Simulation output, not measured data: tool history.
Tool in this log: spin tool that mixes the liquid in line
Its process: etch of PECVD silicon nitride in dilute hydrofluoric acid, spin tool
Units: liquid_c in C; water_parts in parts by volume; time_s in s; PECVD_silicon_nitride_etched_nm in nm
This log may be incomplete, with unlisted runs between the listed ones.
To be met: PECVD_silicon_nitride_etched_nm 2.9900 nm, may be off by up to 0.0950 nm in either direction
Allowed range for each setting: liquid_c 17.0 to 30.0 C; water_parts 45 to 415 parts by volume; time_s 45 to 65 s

| run | hour | liquid_c | water_parts | time_s | PECVD_silicon_nitride_etched_nm |
|---|---|---|---|---|---|
| 1 | 0.0 | 22.0 | 230 | 65 | 1.0728 |
| 2 | 5.9 | 22.0 | 230 | 65 | 1.0590 |
| 3 | 10.4 | 22.0 | 230 | 65 | 1.0428 |
| 4 | 14.4 | 24.5 | 190 | 65 | 1.4799 |
| 5 | 21.4 | 24.5 | 190 | 65 | 1.4946 |
| 6 | 28.3 | 26.0 | 165 | 65 | 1.8901 |
|  | 35.9 | thermometer replaced |
| 7 | 35.9 | 27.0 | 155 | 65 | 1.8703 |
| 8 | 44.1 | 28.0 | 130 | 65 | 2.3782 |
| 9 | 49.7 | 28.5 | 120 | 65 | 2.6534 |
| 10 | 50.4 | 29.0 | 120 | 65 | 2.7273 |

Exercise: of the 5 proposed moves below, exactly one satisfies all targets within the stated allowed misses. Which move is it?
| A | 51.1 | 29.0 | 140 | 65 | ? |
| B | 51.1 | 29.5 | 105 | 65 | ? |
| C | 51.1 | 29.5 | 115 | 65 | ? |
| D | 51.1 | 29.0 | 130 | 65 | ? |
| E | 51.1 | 26.5 | 110 | 65 | ? |

| move | PECVD_silicon_nitride_etched_nm |
|---|---|
| A | 2.3139 |
| B | 3.1895 |
| C | 2.9106 |
| D | 2.4934 |
| E | 2.5160 |
A: moves away from the targets compared with the last run
B: pushes the last run's worst result past its target
C: in spec on every target
D: moves away from the targets compared with the last run
E: moves away from the targets compared with the last run
C is the move that brings every result within its allowed miss.
